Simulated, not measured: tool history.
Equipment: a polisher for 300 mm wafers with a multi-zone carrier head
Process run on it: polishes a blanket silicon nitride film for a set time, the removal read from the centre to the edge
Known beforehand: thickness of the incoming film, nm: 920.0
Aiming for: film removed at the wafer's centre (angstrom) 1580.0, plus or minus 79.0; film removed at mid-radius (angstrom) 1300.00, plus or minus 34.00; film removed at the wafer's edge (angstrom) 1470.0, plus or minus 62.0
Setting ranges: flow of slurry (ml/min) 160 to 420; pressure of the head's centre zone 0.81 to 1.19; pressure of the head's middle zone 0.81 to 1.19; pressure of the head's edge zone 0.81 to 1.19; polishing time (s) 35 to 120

run    day  flow of slurry (ml/min)  pressure of the head's centre zone  pressure of the head's middle zone  pressure of the head's edge zone  polishing time (s)  film removed at the wafer's centre (angstrom)  film removed at mid-radius (angstrom)  film removed at the wafer's edge (angstrom)
  1  0.000                      270                                1.00                                1.00                              1.00                  77                                         1087.8                                1039.10                                       1079.6
  2  0.108                      310                                1.00                                1.00                              1.00                  77                                         1060.9                                1066.80                                       1092.7
  3  0.450                      310                                1.00                                1.00                              1.06                  77                                         1117.9                                1040.40                                       1118.0
  4  0.692                      310                                1.00                                0.92                              1.06                  77                                         1082.2                                 989.16                                       1112.4
  5  0.846                      305                                1.02                                0.95                              1.09                  82                                         1179.1                                1085.50                                       1206.9
  6  1.104                      300                                1.06                                0.95                              1.11                  86                                         1306.5                                1146.00                                       1278.8
  7  1.262                      300                                1.08                                0.95                              1.13                  88                                         1339.4                                1166.90                                       1292.3
  8  1.358                      305                                1.10                                0.94                              1.14                  91                                         1436.1                                1183.50                                       1390.5

Pick the move, out of 5, that brings all results within their allowed miss; only one does.
  A  1.454                      245                                1.06                                1.17                              1.12                  89                                              ?                                      ?                                            ?
  B  1.454                      320                                1.05                                0.89                              1.14                  97                                              ?                                      ?                                            ?
  C  1.454                      280                                1.19                                1.15                              1.04                  88                                              ?                                      ?                                            ?
  D  1.454                      250                                1.14                                0.95                              1.10                 100                                              ?                                      ?                                            ?
  E  1.454                      355                                1.04                                0.85                              1.11                  99                                              ?                                      ?                                            ?

move  film removed at the wafer's centre (angstrom)  film removed at mid-radius (angstrom)  film removed at the wafer's edge (angstrom)
   A                                         1340.8                                1353.20                                       1302.7
   B                                         1479.1                                1229.20                                       1460.9
   C                                         1507.4                                1334.20                                       1251.8
   D                                         1621.9                                1302.30                                       1456.0
   E                                         1507.2                                1223.40                                       1480.0
A: the result that was furthest off in the last run now lies on the other side of its target
B: nearer than the last run, and not there yet
C: the result that was furthest off in the last run now lies on the other side of its target
D: each result inside its tolerance
E: nearer than the last run, and not there yet
D meets every target.

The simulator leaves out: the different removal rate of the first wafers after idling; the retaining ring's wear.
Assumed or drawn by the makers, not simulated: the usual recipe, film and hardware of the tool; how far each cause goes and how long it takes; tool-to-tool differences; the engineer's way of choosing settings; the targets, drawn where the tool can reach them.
